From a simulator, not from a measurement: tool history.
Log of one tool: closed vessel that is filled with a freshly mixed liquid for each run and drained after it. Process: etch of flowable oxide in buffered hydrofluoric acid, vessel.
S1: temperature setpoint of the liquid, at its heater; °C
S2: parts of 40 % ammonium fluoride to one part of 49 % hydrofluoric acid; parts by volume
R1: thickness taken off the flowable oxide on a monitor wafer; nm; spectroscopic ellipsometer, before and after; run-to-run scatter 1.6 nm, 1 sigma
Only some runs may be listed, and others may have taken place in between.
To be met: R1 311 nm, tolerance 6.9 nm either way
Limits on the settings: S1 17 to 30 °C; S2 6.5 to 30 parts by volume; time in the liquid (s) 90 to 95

Run 1, hour 0: S1 22 °C, S2 19.5 parts by volume, time in the liquid (s) 90. Result: R1 116.05 nm.
Run 2, hour 9.2: S1 24.5 °C, S2 15.5 parts by volume, time in the liquid (s) 90. Result: R1 167.15 nm.
Run 3, hour 13.2: S1 26 °C, S2 14 parts by volume, time in the liquid (s) 90. Result: R1 201.64 nm.
Run 4, hour 16.2: S1 26 °C, S2 16.5 parts by volume, time in the liquid (s) 90. Result: R1 170.01 nm.
Run 5, hour 19: S1 26 °C, S2 16.5 parts by volume, time in the liquid (s) 90. Result: R1 171.04 nm.
Run 6, hour 25.6: S1 28.5 °C, S2 16.5 parts by volume, time in the liquid (s) 90. Result: R1 192.67 nm.
Run 7, hour 27.8: S1 29 °C, S2 14.5 parts by volume, time in the liquid (s) 90. Result: R1 227.36 nm.
Run 8, hour 35.2: S1 29.5 °C, S2 13 parts by volume, time in the liquid (s) 90. Result: R1 257.32 nm.
Run 9, hour 44.5: S1 29.5 °C, S2 12 parts by volume, time in the liquid (s) 90. Result: R1 279.45 nm.
Run 10, hour 53.3: S1 29.5 °C, S2 11.5 parts by volume, time in the liquid (s) 90. Result: R1 293.37 nm.

Next run, 5 choices. One meets every target within its allowed miss, the rest don't. Which?
Run A, hour 62.1: S1 30 °C, S2 11 parts by volume, time in the liquid (s) 95. Result: R1 ?.
Run B, hour 62.1: S1 30 °C, S2 11 parts by volume, time in the liquid (s) 90. Result: R1 ?.
Run C, hour 62.1: S1 30 °C, S2 12 parts by volume, time in the liquid (s) 90. Result: R1 ?.
Run D, hour 62.1: S1 28.5 °C, S2 11.5 parts by volume, time in the liquid (s) 95. Result: R1 ?.
Run E, hour 62.1: S1 30 °C, S2 11.5 parts by volume, time in the liquid (s) 90. Result: R1 ?.

move      R1
   A  328.65
   B  311.35
   C  286.04
   D  290.79
   E  298.16
A: the result that was furthest off in the last run now lies on the other side of its target
B: meets every target
C: lands further from the targets than the last run did
D: lands further from the targets than the last run did
E: moves toward the targets from the last run without getting all of them in spec
B meets every target.
